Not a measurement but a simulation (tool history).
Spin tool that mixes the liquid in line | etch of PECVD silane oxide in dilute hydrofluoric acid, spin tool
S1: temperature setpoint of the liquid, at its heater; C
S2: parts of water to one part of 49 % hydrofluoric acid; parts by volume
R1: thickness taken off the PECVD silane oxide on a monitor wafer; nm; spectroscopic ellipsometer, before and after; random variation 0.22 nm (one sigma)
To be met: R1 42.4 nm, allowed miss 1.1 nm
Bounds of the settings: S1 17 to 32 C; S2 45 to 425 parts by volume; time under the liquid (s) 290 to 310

{"run": 1, "hour": 0.0, "S1": 24, "S2": 235, "time under the liquid (s)": 290, "R1": 36.493}
{"run": 2, "hour": 8.3, "S1": 24, "S2": 235, "time under the liquid (s)": 310, "R1": 39.164}
{"run": 3, "hour": 9.9, "S1": 22, "S2": 235, "time under the liquid (s)": 310, "R1": 36.754}
{"run": 4, "hour": 14.2, "S1": 22.5, "S2": 235, "time under the liquid (s)": 310, "R1": 37.324}
{"run": 5, "hour": 19.0, "S1": 23, "S2": 235, "time under the liquid (s)": 310, "R1": 37.716}
{"run": 6, "hour": 23.7, "S1": 23.5, "S2": 235, "time under the liquid (s)": 310, "R1": 38.812}
{"run": 7, "hour": 25.3, "S1": 24, "S2": 235, "time under the liquid (s)": 310, "R1": 38.926}
{"run": 8, "hour": 31.8, "S1": 24.5, "S2": 235, "time under the liquid (s)": 310, "R1": 39.81}
{"run": 9, "hour": 36.5, "S1": 25, "S2": 235, "time under the liquid (s)": 310, "R1": 40.565}

5 next moves are on the table. One of them brings every result within its allowed miss. Which?
{"run": "A", "hour": 41.2, "S1": 22, "S2": 215, "time under the liquid (s)": 290, "R1": "?"}
{"run": "B", "hour": 41.2, "S1": 25.5, "S2": 230, "time under the liquid (s)": 310, "R1": "?"}
{"run": "C", "hour": 41.2, "S1": 23, "S2": 220, "time under the liquid (s)": 295, "R1": "?"}
{"run": "D", "hour": 41.2, "S1": 25, "S2": 240, "time under the liquid (s)": 310, "R1": "?"}
{"run": "E", "hour": 41.2, "S1": 28, "S2": 265, "time under the liquid (s)": 305, "R1": "?"}

move=A R1=37.986
move=B R1=42.464
move=C R1=38.993
move=D R1=39.553
move=E R1=38.074
A: further off than the last run
B: meets every target
C: further off than the last run
D: further off than the last run
E: further off than the last run
The right move is B.
